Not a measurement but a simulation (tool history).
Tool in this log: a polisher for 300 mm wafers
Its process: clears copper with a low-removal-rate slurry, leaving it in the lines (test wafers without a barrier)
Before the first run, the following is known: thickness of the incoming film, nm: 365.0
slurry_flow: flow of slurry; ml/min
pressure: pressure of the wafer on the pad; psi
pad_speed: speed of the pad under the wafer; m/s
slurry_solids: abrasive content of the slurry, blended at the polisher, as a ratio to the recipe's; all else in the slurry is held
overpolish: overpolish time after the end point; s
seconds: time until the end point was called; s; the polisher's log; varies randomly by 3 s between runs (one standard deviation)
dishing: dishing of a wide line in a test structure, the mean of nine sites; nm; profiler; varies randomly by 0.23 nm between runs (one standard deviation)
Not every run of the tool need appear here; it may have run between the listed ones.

run 1 day=0.000 | slurry_flow=150 pressure=2.2 pad_speed=1.36 slurry_solids=1.0 overpolish=28 | seconds=138.88 dishing=52.065
run 2 day=0.058 | slurry_flow=155 pressure=1.9 pad_speed=1.44 slurry_solids=1.0 overpolish=22 | seconds=139.04 dishing=41.589
run 3 day=0.367 | slurry_flow=130 pressure=1.9 pad_speed=1.44 slurry_solids=1.0 overpolish=22 | seconds=141.16 dishing=39.805
run 4 day=0.475 | slurry_flow=105 pressure=1.9 pad_speed=1.44 slurry_solids=1.0 overpolish=22 | seconds=152.62 dishing=37.399
run 5 day=0.788 | slurry_flow=105 pressure=1.9 pad_speed=1.58 slurry_solids=1.0 overpolish=22 | seconds=141.97 dishing=41.158
run 6 day=0.992 | slurry_flow=105 pressure=1.9 pad_speed=1.58 slurry_solids=1.1 overpolish=22 | seconds=140.95 dishing=41.436
run 7 day=1.112 | slurry_flow=130 pressure=1.7 pad_speed=1.50 slurry_solids=1.0 overpolish=18 | seconds=151.88 dishing=32.573
run 8 day=1.275 | slurry_flow=145 pressure=1.5 pad_speed=1.52 slurry_solids=1.0 overpolish=15 | seconds=166.19 dishing=26.058
run 9 day=1.421 | slurry_flow=150 pressure=1.5 pad_speed=1.54 slurry_solids=1.0 overpolish=13 | seconds=157.96 dishing=23.988
run 10 day=1.483 | slurry_flow=150 pressure=1.5 pad_speed=1.54 slurry_solids=1.0 overpolish=13 | seconds=155.62 dishing=23.838

Predict the results of run 11:
run 11 day=1.596 | slurry_flow=150 pressure=1.4 pad_speed=1.54 slurry_solids=1.0 overpolish=13 | seconds=? dishing=?

For run 11 the tool returned seconds 158.23 s, dishing 22.540 nm.
